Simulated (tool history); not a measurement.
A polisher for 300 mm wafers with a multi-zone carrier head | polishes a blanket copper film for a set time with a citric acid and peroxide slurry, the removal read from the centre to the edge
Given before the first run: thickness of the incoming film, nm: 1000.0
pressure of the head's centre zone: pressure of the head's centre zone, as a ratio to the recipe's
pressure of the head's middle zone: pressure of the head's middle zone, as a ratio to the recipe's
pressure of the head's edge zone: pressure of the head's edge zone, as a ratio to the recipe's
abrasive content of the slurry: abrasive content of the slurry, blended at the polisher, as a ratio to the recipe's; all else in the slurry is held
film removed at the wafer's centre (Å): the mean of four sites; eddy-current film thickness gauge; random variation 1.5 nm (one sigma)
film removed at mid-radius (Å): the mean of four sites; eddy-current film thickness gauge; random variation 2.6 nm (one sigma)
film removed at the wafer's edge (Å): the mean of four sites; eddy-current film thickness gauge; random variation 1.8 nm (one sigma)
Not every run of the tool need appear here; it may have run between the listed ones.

run	hour	flow of slurry (ml/min)	pressure of the head's centre zone	pressure of the head's middle zone	pressure of the head's edge zone	abrasive content of the slurry	polishing time (s)	film removed at the wafer's centre (Å)	film removed at mid-radius (Å)	film removed at the wafer's edge (Å)
1	0.0	275	1.00	1.00	1.00	1.00	53	1762.3	1790.3	1740.4
2	5.3	275	1.04	1.00	1.00	1.00	53	1837.4	1755.2	1761.9
3	13.9	285	1.05	1.04	1.03	1.05	53	1887.9	1824.9	1786.2
4	18.8	290	1.04	1.06	1.06	1.15	53	1898.7	1932.0	1875.0
5	23.0	290	1.04	1.06	1.14	1.15	53	1924.0	1925.5	1928.8
6	30.4	300	1.05	1.08	1.14	1.15	53	1954.0	1963.7	1927.1
7	33.7	310	1.05	1.09	1.15	1.15	53	1919.2	2036.9	1956.4

Run 8 comes next. What will it give?
8	39.0	315	1.06	1.10	1.15	1.15	53	?	?	?

{"run 8": {"film removed at the wafer's centre (Å)": 1957.4, "film removed at mid-radius (Å)": 2028.3, "film removed at the wafer's edge (Å)": 1981.1}}
